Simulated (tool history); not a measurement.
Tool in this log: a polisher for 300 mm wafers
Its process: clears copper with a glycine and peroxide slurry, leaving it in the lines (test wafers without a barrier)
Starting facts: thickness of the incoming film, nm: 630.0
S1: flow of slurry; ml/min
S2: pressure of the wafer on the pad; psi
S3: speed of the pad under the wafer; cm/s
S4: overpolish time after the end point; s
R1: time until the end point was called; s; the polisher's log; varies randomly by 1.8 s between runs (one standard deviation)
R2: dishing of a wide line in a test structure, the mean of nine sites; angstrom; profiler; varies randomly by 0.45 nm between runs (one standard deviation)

run,hour,S1,S2,S3,S4,R1,R2
1,0.0,310,2.0,124,10,158.31,280.01
2,7.9,310,1.7,124,10,177.95,246.58
3,16.4,310,1.4,124,10,210.35,213.29
4,24.4,250,1.4,124,10,212.92,211.48
5,30.3,250,1.7,126,9,184.56,221.40
6,34.0,305,1.7,126,9,178.75,226.69

Estimate the outcome of run 7 from the log above:
7,42.8,330,2.3,134,6,?,?

Run 7 gave R1 131.56 s, R2 207.68 angstrom.
